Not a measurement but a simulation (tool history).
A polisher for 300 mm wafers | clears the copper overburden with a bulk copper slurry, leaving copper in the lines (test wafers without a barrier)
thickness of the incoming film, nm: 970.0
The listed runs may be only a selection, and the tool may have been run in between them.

run	day	flow of slurry (ml/min)	pressure of the wafer on the pad (kPa)	speed of the pad under the wafer (m/s)	abrasive content of the slurry	overpolish time after the end point (s)	time until the end point was called (s)	dishing of a wide line in a test structure (Å)
1	0	310	12.4	1	1	13	152.3	493.54
2	0.354	310	12.4	1	1	15	152.07	581.62
3	0.554	360	12.4	1	1	15	150.85	566.3
4	0.671	360	12.4	1.12	1	15	134.76	619.45
5	0.917	385	11	1.14	1.05	13	143.86	519.46
6	1.162	405	10.3	1.16	1	11	152.7	441.77
7	1.246	405	9.7	1.2	1.05	10	158.49	400.31
8	1.529	365	9	1.24	1.15	9	158.49	366.11

Expected results for the next run?
9	1.617	275	5.5	1.4	1.4	4	?	?

{"run 9": {"time until the end point was called (s)": 223.39, "dishing of a wide line in a test structure (Å)": 139.09}}
